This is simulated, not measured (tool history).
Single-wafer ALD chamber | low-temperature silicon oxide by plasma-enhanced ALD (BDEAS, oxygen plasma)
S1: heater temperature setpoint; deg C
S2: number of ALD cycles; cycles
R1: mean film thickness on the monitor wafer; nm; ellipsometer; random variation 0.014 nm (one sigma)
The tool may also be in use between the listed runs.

Run 1, hour 0: S1 90 deg C, S2 46 cycles. Result: R1 6.6144 nm.
Run 2, hour 6.4: S1 83 deg C, S2 46 cycles. Result: R1 6.7568 nm.
Run 3, hour 10.1: S1 86 deg C, S2 46 cycles. Result: R1 6.7092 nm.
Run 4, hour 10.7: S1 89 deg C, S2 46 cycles. Result: R1 6.6454 nm.
Run 5, hour 15.5: S1 89 deg C, S2 51 cycles. Result: R1 7.3398 nm.
Run 6, hour 21.3: S1 89 deg C, S2 53 cycles. Result: R1 7.6212 nm.
Run 7, hour 24.3: S1 92 deg C, S2 52 cycles. Result: R1 7.4002 nm.
Run 8, hour 31.4: S1 94 deg C, S2 51 cycles. Result: R1 7.2224 nm.
Run 9, hour 40: S1 96 deg C, S2 50 cycles. Result: R1 7.0386 nm.
At hour 42.9: thermocouple changed; heater temperature recalibrated.
Run 10, hour 42.9: S1 98 deg C, S2 49 cycles. Result: R1 6.774 nm.
Run 11, hour 46.3: S1 100 deg C, S2 48 cycles. Result: R1 6.5833 nm.
Run 12, hour 50.3: S1 102 deg C, S2 48 cycles. Result: R1 6.5525 nm.

Forecast run 13:
Run 13, hour 51.5: S1 103 deg C, S2 48 cycles. Result: R1 ?.

{"run 13": {"R1": 6.5551}}
